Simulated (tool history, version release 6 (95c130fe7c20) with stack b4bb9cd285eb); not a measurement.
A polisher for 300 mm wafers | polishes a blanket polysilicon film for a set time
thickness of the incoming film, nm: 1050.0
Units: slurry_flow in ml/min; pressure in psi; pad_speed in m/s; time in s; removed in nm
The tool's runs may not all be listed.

run,day,slurry_flow,pressure,pad_speed,time,removed
1,0,275,1.9,1.16,79,581.54
2,0.079,210,1.9,1.16,79,550.32
3,0.425,210,2.3,1.16,79,673.44
4,0.683,210,2.1,1.14,79,599.44
5,0.829,210,1.9,1.12,79,548.43
6,1.071,210,1.7,1.1,79,487.17

The next listed run, before its measurement:
7,1.317,210,1.6,1.1,79,?

removed: 462.15 nm
